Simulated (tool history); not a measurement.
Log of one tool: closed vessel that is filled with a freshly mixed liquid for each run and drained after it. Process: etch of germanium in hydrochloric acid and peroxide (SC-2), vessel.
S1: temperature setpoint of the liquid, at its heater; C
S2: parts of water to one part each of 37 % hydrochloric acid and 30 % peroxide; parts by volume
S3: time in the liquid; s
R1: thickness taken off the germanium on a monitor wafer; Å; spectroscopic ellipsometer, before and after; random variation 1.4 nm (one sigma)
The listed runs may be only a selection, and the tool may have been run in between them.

{"run": 1, "day": 0.0, "S1": 50.0, "S2": 6.5, "S3": 95, "R1": 1244.5}
{"run": 2, "day": 0.317, "S1": 53.5, "S2": 6.5, "S3": 95, "R1": 1419.9}
{"run": 3, "day": 0.504, "S1": 53.5, "S2": 6.5, "S3": 100, "R1": 1461.4}
{"run": 4, "day": 0.779, "S1": 56.0, "S2": 6.5, "S3": 100, "R1": 1594.6}
{"run": 5, "day": 0.842, "S1": 56.0, "S2": 8.0, "S3": 100, "R1": 1557.9}
{"run": 6, "day": 1.183, "S1": 58.0, "S2": 8.0, "S3": 100, "R1": 1675.0}

The next listed run, before its measurement:
{"run": 7, "day": 1.312, "S1": 59.0, "S2": 8.0, "S3": 100, "R1": "?"}

R1: 1722.0 Å
